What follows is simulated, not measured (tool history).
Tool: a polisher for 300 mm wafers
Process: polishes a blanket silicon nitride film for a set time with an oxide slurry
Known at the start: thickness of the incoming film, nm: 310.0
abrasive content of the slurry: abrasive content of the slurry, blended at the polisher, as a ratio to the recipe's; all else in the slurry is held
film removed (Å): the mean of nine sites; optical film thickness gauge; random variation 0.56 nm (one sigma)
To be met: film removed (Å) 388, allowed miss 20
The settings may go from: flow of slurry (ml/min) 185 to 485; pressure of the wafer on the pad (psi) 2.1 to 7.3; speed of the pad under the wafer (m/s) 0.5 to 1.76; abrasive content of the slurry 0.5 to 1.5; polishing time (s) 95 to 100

run  hour  flow of slurry (ml/min)  pressure of the wafer on the pad (psi)  speed of the pad under the wafer (m/s)  abrasive content of the slurry  polishing time (s)  film removed (Å)
  1     0                      310                                     4.7                                    1.12                               1                  95            734.53
  2   5.7                      310                                     4.2                                     1.1                               1                  95            655.92
  3   9.4                      310                                     3.8                                    1.06                               1                  95             596.8
  4  17.3                      310                                     3.5                                    1.02                               1                  95            521.03
  5  19.4                      310                                     3.5                                    0.82                               1                  95            464.31
  6  26.7                      310                                     3.4                                    0.82                               1                  95            431.83
  7  28.3                      310                                     3.3                                    0.82                               1                  95            422.15
  8  36.2                      310                                     3.2                                    0.82                               1                  95            418.02

4 next moves are on the table. One of them brings every result within its allowed miss. Which?
  A  44.1                      345                                     3.1                                    0.88                            1.05                  95                 ?
  B  44.1                      385                                     3.3                                     0.6                            1.15                 100                 ?
  C  44.1                      255                                     3.1                                    1.06                            0.85                 100                 ?
  D  44.1                      285                                     3.9                                    0.72                            1.15                 100                 ?

move  film removed (Å)
   A            438.86
   B            378.33
   C            465.53
   D            497.58
A: further off than the last run
B: meets every target
C: further off than the last run
D: further off than the last run
Answer: B
